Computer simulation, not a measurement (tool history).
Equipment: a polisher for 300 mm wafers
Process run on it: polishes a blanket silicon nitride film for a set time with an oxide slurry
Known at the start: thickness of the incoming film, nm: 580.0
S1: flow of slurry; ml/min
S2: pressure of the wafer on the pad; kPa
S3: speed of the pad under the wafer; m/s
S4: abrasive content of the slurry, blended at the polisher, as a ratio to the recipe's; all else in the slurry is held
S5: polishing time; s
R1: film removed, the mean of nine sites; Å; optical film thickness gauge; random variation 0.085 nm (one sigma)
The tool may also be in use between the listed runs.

run	hour	S1	S2	S3	S4	S5	R1
1	0	280	16.5	1.28	1	56	319.09
2	3.4	210	16.5	1.28	1	56	312.1
3	6	210	14.5	1.14	1	56	250.95
4	10.1	210	13.1	1.04	1	56	213.14
5	14.7	210	11.7	0.98	1	56	181.84
6	16.6	210	11.7	0.98	1	56	179.87
7	24.4	205	7.6	0.78	1	56	100.45

What will run 8 give?
8	29.6	205	8.3	0.78	1	56	?

Run 8 yielded R1 107.59 Å.

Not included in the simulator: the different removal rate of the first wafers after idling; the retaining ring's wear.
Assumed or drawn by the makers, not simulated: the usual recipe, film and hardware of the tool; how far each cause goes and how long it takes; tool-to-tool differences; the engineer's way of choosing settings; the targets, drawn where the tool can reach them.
